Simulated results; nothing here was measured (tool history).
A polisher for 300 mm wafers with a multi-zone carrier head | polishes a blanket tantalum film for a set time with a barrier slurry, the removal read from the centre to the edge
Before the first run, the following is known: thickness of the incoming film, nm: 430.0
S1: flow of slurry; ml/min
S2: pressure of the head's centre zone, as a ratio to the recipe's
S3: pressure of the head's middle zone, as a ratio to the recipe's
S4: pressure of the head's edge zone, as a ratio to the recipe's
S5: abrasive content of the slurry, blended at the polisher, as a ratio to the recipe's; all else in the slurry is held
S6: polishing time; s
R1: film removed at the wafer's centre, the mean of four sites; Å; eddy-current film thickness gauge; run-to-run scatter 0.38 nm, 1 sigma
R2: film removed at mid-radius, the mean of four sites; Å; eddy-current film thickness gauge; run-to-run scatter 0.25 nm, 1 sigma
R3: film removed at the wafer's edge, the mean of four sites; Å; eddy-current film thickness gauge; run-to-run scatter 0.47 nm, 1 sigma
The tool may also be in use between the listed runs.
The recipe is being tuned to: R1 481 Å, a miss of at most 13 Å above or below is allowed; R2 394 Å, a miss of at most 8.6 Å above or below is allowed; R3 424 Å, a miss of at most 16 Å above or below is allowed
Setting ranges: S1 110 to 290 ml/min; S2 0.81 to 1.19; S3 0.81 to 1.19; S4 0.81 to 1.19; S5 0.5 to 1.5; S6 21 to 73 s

run	day	S1	S2	S3	S4	S5	S6	R1	R2	R3
1	0	185	1	1	1	1	47	571.37	565.92	562.54
2	0.179	180	1.01	0.98	0.98	0.95	47	564.42	548.87	546.81
3	0.458	175	1.02	0.96	0.97	0.9	47	554.22	537.28	535.13
4	0.517	200	1.02	0.96	0.97	0.9	47	568.76	539.75	547.39
5	0.617	200	1.03	0.94	0.96	0.85	46	565.03	509.05	511.08
6	0.908	200	0.95	0.94	0.96	0.85	46	515.86	514.98	520.13
7	1	195	0.96	0.92	0.96	0.8	46	502.33	492.59	506.75
8	1.162	190	0.98	0.9	0.95	0.75	46	505.21	470.78	483.75
9	1.492	180	0.99	0.89	0.95	0.75	46	502.8	463	493.85
10	1.85	175	1	0.88	0.93	0.7	46	500.28	450.17	485.39
11	1.9	180	1	0.87	0.92	0.65	46	480.84	439.85	460.09
12	2.025	130	1.08	0.81	0.87	0.6	46	483.55	376.59	430.56
13	2.096	135	1.08	0.81	0.86	0.6	46	490.89	377.56	424.45
14	2.417	145	1.05	0.86	0.85	0.6	46	474.09	404.93	426.26

Consider the 5 candidate settings below. Which is the only one whose results all fall within their allowed miss of target?
A	2.738	185	1.01	0.86	0.82	0.5	49	?	?	?
B	2.738	210	1.05	0.9	0.87	0.9	38	?	?	?
C	2.738	170	1.06	0.91	0.81	0.75	41	?	?	?
D	2.738	200	1.04	0.87	0.9	0.5	47	?	?	?
E	2.738	130	1.08	0.85	0.86	0.75	43	?	?	?

move	R1	R2	R3
A	484.38	422.4	433.84
B	482.03	418.58	423.12
C	481.27	419.29	409.98
D	484.41	413.39	437.33
E	488.05	396.92	427.47
A: misses by more than the last run did
B: misses by more than the last run did
C: misses by more than the last run did
D: misses by more than the last run did
E: in spec on every target
E is the move that brings every result within its allowed miss.
